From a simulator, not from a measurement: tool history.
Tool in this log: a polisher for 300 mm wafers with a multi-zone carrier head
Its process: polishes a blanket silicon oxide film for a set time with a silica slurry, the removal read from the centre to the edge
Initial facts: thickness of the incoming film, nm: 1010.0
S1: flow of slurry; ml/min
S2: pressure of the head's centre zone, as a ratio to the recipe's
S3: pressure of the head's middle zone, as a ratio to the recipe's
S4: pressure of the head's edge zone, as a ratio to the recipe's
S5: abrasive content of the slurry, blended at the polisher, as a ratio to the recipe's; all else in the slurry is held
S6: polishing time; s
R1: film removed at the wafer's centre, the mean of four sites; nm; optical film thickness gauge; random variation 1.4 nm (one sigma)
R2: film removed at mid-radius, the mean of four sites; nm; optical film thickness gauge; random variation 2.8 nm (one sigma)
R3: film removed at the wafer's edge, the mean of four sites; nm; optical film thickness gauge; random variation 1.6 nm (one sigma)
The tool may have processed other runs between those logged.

| run | day | S1 | S2 | S3 | S4 | S5 | S6 | R1 | R2 | R3 |
|---|---|---|---|---|---|---|---|---|---|---|
| 1 | 0.000 | 195 | 1.00 | 1.00 | 1.00 | 1.00 | 43 | 194.23 | 199.15 | 194.51 |
| 2 | 0.025 | 215 | 1.01 | 1.06 | 1.05 | 1.10 | 43 | 211.32 | 221.42 | 209.82 |
| 3 | 0.050 | 230 | 1.00 | 1.10 | 1.08 | 1.15 | 43 | 215.58 | 235.81 | 217.80 |
| 4 | 0.125 | 240 | 1.00 | 1.13 | 1.11 | 1.20 | 43 | 218.77 | 245.79 | 225.76 |
| 5 | 0.221 | 250 | 1.00 | 1.15 | 1.12 | 1.25 | 43 | 228.87 | 256.44 | 232.43 |
| 6 | 0.288 | 250 | 1.00 | 1.18 | 1.12 | 1.25 | 43 | 224.59 | 263.67 | 230.83 |
| 7 | 0.408 | 260 | 1.00 | 1.18 | 1.13 | 1.25 | 43 | 226.42 | 262.73 | 234.54 |

Predict the results of run 8:
| 8 | 0.683 | 260 | 1.00 | 1.18 | 1.13 | 1.25 | 43 | ? | ? | ? |

R1: 228.79 nm
R2: 262.09 nm
R3: 231.85 nm
